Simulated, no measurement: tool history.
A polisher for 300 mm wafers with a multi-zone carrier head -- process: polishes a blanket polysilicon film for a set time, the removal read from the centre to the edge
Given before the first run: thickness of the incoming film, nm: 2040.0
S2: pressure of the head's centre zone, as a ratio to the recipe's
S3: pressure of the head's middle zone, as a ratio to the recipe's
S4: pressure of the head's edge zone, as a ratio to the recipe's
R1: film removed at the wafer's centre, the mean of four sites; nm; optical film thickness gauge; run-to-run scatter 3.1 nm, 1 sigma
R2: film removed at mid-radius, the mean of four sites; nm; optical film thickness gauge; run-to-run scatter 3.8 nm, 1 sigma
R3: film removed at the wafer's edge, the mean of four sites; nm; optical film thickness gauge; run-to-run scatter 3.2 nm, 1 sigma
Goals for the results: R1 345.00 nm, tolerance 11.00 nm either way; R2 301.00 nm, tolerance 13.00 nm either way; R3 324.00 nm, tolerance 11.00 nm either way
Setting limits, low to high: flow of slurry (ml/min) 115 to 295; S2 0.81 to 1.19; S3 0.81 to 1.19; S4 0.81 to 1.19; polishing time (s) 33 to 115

run 1 day=0.000 | flow_of_slurry_(ml/min)=190 S2=1.00 S3=1.00 S4=1.00 polishing_time_(s)=73 | R1=493.79 R2=509.77 R3=503.30
run 2 day=0.250 | flow_of_slurry_(ml/min)=185 S2=1.01 S3=0.95 S4=0.97 polishing_time_(s)=65 | R1=440.67 R2=447.12 R3=450.93
run 3 day=0.321 | flow_of_slurry_(ml/min)=185 S2=1.04 S3=0.92 S4=0.96 polishing_time_(s)=57 | R1=395.03 R2=374.00 R3=391.15
run 4 day=0.458 | flow_of_slurry_(ml/min)=180 S2=1.05 S3=0.90 S4=0.93 polishing_time_(s)=54 | R1=381.90 R2=343.93 R3=356.70
run 5 day=0.792 | flow_of_slurry_(ml/min)=180 S2=1.05 S3=0.90 S4=0.97 polishing_time_(s)=54 | R1=375.65 R2=345.58 R3=367.60
run 6 day=1.129 | flow_of_slurry_(ml/min)=180 S2=0.99 S3=0.90 S4=0.97 polishing_time_(s)=54 | R1=358.03 R2=345.66 R3=364.98
run 7 day=1.379 | flow_of_slurry_(ml/min)=170 S2=1.00 S3=0.87 S4=0.94 polishing_time_(s)=54 | R1=353.69 R2=322.24 R3=360.54
run 8 day=1.525 | flow_of_slurry_(ml/min)=160 S2=1.06 S3=0.91 S4=0.84 polishing_time_(s)=49 | R1=345.14 R2=308.09 R3=309.16
run 9 day=1.871 | flow_of_slurry_(ml/min)=160 S2=1.06 S3=0.90 S4=0.86 polishing_time_(s)=49 | R1=332.95 R2=304.84 R3=305.92

Exactly one of the 4 candidate moves below puts every result within its allowed miss. Which one?
run A day=2.217 | flow_of_slurry_(ml/min)=150 S2=1.14 S3=0.99 S4=0.82 polishing_time_(s)=46 | R1=? R2=? R3=?
run B day=2.217 | flow_of_slurry_(ml/min)=165 S2=1.05 S3=0.93 S4=0.98 polishing_time_(s)=46 | R1=? R2=? R3=?
run C day=2.217 | flow_of_slurry_(ml/min)=160 S2=1.00 S3=0.94 S4=0.86 polishing_time_(s)=50 | R1=? R2=? R3=?
run D day=2.217 | flow_of_slurry_(ml/min)=135 S2=1.04 S3=0.85 S4=0.85 polishing_time_(s)=53 | R1=? R2=? R3=?

move=A R1=342.17 R2=301.45 R3=286.03
move=B R1=321.10 R2=291.18 R3=314.13
move=C R1=330.27 R2=317.73 R3=320.40
move=D R1=350.52 R2=299.61 R3=330.30
A: further off than the last run
B: the worst result of the last run now meets its target, but another is out of spec
C: the worst result of the last run now meets its target, but another is out of spec
D: each result inside its tolerance
The move that meets every target is D.

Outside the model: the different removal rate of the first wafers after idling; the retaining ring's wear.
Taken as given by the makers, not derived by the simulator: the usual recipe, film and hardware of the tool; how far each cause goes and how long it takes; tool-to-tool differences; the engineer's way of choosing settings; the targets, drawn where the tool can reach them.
